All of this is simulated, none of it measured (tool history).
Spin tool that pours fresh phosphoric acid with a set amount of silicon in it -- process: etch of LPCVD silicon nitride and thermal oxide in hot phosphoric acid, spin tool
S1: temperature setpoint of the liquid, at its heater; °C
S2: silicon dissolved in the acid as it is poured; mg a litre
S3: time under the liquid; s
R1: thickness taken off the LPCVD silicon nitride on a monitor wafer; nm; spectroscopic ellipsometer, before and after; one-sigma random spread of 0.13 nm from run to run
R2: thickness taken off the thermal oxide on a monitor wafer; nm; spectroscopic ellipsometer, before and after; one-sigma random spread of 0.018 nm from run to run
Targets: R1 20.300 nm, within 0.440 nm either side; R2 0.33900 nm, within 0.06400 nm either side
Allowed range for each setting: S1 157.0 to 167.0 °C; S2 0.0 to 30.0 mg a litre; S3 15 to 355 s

run    day     S1    S2   S3      R1       R2
  1  0.000  162.0  13.0  180  16.799  0.39419
  2  0.358  162.0  19.0  180  16.685  0.36071
  3  0.538  160.0  19.0  180  15.591  0.27701
  4  0.858  161.5  19.0  180  16.525  0.29745
  5  0.950  162.5  19.0  180  17.166  0.35208
  6  1.038  163.5  19.0  180  17.495  0.38566
  7  1.121  163.5  21.0  185  18.105  0.36587
  8  1.367  164.0  22.5  185  18.671  0.36792
  9  1.546  164.5  24.0  185  18.834  0.35477
 10  1.854  165.0  25.0  185  18.856  0.32275
 11  1.912  165.0  25.0  185  18.907  0.35241
 12  2.125  165.0  26.0  185  19.106  0.32035

Which of these 4 next moves meets every target?
  A  2.338  162.5  22.5  205   ?   ?
  B  2.338  164.0  22.0  175   ?   ?
  C  2.338  164.5  26.0  175   ?   ?
  D  2.338  164.5  26.0  200   ?   ?

move      R1       R2
   A  19.361  0.32837
   B  17.369  0.31757
   C  17.657  0.28940
   D  20.180  0.33074
A: an improvement on the last run, though not all results are within tolerance
B: lands further from the targets than the last run did
C: lands further from the targets than the last run did
D: every result within its allowed miss
The right move is D.

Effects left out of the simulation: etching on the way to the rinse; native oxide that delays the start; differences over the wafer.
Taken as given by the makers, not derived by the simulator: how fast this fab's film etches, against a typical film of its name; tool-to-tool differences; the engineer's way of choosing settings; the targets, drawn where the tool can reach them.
